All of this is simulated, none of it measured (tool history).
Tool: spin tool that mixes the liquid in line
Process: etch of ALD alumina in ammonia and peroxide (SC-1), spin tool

run,hour,temperature setpoint of the liquid (C),parts of 29 % ammonia solution to one part of 30 % peroxide (parts by volume),time under the liquid (s),thickness taken off the ALD alumina on a monitor wafer (Å)
1,0.0,54.0,0.55,80,61.970
2,9.0,51.5,0.55,80,54.281
3,15.2,49.5,0.55,80,48.672
4,15.9,49.5,0.55,80,48.375
# hour 18.8: ammonia flow meter replaced
5,18.8,49.5,0.75,80,50.260
6,20.1,48.0,0.75,80,46.164
7,24.6,47.0,0.75,80,44.126
8,27.0,47.0,0.75,80,43.676
9,32.9,46.5,0.75,80,42.342

What does the tool deliver on the next run?
10,33.7,46.0,0.75,80,?

thickness taken off the ALD alumina on a monitor wafer (Å): 41.493
